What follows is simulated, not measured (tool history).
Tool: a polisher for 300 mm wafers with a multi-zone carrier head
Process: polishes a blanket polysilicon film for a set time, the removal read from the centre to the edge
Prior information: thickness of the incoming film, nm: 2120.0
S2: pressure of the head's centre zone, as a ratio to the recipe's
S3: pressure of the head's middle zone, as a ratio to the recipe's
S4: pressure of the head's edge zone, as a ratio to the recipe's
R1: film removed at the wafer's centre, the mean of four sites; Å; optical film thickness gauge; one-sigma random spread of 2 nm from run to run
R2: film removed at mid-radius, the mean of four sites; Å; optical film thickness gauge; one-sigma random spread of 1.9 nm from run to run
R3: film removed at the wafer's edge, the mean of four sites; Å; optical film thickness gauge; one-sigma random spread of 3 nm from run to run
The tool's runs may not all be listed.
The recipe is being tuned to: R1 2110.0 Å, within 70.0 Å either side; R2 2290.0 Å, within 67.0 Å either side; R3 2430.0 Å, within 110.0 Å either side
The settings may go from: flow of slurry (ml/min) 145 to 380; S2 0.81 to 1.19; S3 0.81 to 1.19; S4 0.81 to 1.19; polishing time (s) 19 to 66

run 1 day=0.000 | flow_of_slurry_(ml/min)=245 S2=1.00 S3=1.00 S4=1.00 polishing_time_(s)=42 | R1=2434.5 R2=2630.3 R3=2594.2
run 2 day=0.246 | flow_of_slurry_(ml/min)=245 S2=1.07 S3=1.00 S4=1.00 polishing_time_(s)=42 | R1=2603.9 R2=2624.0 R3=2623.1
run 3 day=0.529 | flow_of_slurry_(ml/min)=300 S2=1.07 S3=1.00 S4=1.00 polishing_time_(s)=42 | R1=2674.1 R2=2707.9 R3=2601.0
run 4 day=0.721 | flow_of_slurry_(ml/min)=290 S2=1.03 S3=0.98 S4=1.00 polishing_time_(s)=42 | R1=2502.4 R2=2660.4 R3=2595.7
run 5 day=1.017 | flow_of_slurry_(ml/min)=330 S2=1.03 S3=0.98 S4=1.00 polishing_time_(s)=42 | R1=2601.3 R2=2663.5 R3=2627.7
run 6 day=1.262 | flow_of_slurry_(ml/min)=320 S2=1.00 S3=0.96 S4=0.99 polishing_time_(s)=42 | R1=2484.4 R2=2613.9 R3=2651.6
run 7 day=1.350 | flow_of_slurry_(ml/min)=315 S2=0.98 S3=0.95 S4=0.97 polishing_time_(s)=41 | R1=2398.7 R2=2550.7 R3=2494.5
run 8 day=1.675 | flow_of_slurry_(ml/min)=305 S2=0.96 S3=0.93 S4=0.97 polishing_time_(s)=41 | R1=2325.3 R2=2498.6 R3=2560.8
run 9 day=1.767 | flow_of_slurry_(ml/min)=300 S2=0.95 S3=0.92 S4=0.96 polishing_time_(s)=41 | R1=2276.3 R2=2468.5 R3=2546.2
run 10 day=1.812 | flow_of_slurry_(ml/min)=295 S2=0.94 S3=0.91 S4=0.95 polishing_time_(s)=41 | R1=2253.4 R2=2440.1 R3=2496.7
run 11 day=2.162 | flow_of_slurry_(ml/min)=290 S2=0.93 S3=0.90 S4=0.95 polishing_time_(s)=41 | R1=2260.3 R2=2395.7 R3=2478.5

Pick the move, out of 4, that brings all results within their allowed miss; only one does.
run A day=2.512 | flow_of_slurry_(ml/min)=280 S2=0.93 S3=0.81 S4=1.01 polishing_time_(s)=39 | R1=? R2=? R3=?
run B day=2.512 | flow_of_slurry_(ml/min)=270 S2=1.00 S3=0.90 S4=0.93 polishing_time_(s)=36 | R1=? R2=? R3=?
run C day=2.512 | flow_of_slurry_(ml/min)=335 S2=0.87 S3=0.85 S4=0.93 polishing_time_(s)=40 | R1=? R2=? R3=?
run D day=2.512 | flow_of_slurry_(ml/min)=190 S2=0.97 S3=0.90 S4=0.84 polishing_time_(s)=46 | R1=? R2=? R3=?

move=A R1=2134.6 R2=2153.5 R3=2488.5
move=B R1=2096.1 R2=2139.2 R3=2199.2
move=C R1=2103.9 R2=2331.2 R3=2487.5
move=D R1=2461.6 R2=2598.0 R3=2582.2
A: brings the last run's worst result on target, with another outside its allowed miss
B: brings the last run's worst result on target, with another outside its allowed miss
C: every result lands within tolerance
D: its largest miss is bigger than the last run's
The right move is C.
